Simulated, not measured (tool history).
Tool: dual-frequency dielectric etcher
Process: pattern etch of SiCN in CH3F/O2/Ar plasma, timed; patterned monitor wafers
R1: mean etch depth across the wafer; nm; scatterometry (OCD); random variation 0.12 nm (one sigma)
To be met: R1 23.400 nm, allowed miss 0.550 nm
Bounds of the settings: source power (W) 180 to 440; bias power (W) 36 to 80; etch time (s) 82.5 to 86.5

{"run": 1, "hour": 0.0, "source power (W)": 310, "bias power (W)": 58, "etch time (s)": 82.5, "R1": 26.011}
{"run": 2, "hour": 5.1, "source power (W)": 310, "bias power (W)": 58, "etch time (s)": 82.5, "R1": 25.792}
{"run": 3, "hour": 12.6, "source power (W)": 310, "bias power (W)": 58, "etch time (s)": 86.5, "R1": 26.844}
{"run": 4, "hour": 19.0, "source power (W)": 310, "bias power (W)": 58, "etch time (s)": 86.5, "R1": 27.211}
{"run": 5, "hour": 20.9, "source power (W)": 310, "bias power (W)": 58, "etch time (s)": 86.5, "R1": 27.163}
{"run": 6, "hour": 29.5, "source power (W)": 350, "bias power (W)": 58, "etch time (s)": 86.5, "R1": 28.219}
{"run": 7, "hour": 36.7, "source power (W)": 290, "bias power (W)": 47, "etch time (s)": 85.5, "R1": 24.578}
{"run": 8, "hour": 41.6, "source power (W)": 280, "bias power (W)": 47, "etch time (s)": 85.5, "R1": 24.148}

5 next moves are on the table. One of them brings every result within its allowed miss. Which?
{"run": "A", "hour": 46.5, "source power (W)": 300, "bias power (W)": 50, "etch time (s)": 84.5, "R1": "?"}
{"run": "B", "hour": 46.5, "source power (W)": 330, "bias power (W)": 49, "etch time (s)": 84.0, "R1": "?"}
{"run": "C", "hour": 46.5, "source power (W)": 250, "bias power (W)": 50, "etch time (s)": 86.5, "R1": "?"}
{"run": "D", "hour": 46.5, "source power (W)": 310, "bias power (W)": 43, "etch time (s)": 86.0, "R1": "?"}
{"run": "E", "hour": 46.5, "source power (W)": 280, "bias power (W)": 47, "etch time (s)": 82.5, "R1": "?"}

move=A R1=24.914
move=B R1=25.230
move=C R1=24.324
move=D R1=24.224
move=E R1=23.348
A: further off than the last run
B: further off than the last run
C: further off than the last run
D: further off than the last run
E: meets every target
Answer: E

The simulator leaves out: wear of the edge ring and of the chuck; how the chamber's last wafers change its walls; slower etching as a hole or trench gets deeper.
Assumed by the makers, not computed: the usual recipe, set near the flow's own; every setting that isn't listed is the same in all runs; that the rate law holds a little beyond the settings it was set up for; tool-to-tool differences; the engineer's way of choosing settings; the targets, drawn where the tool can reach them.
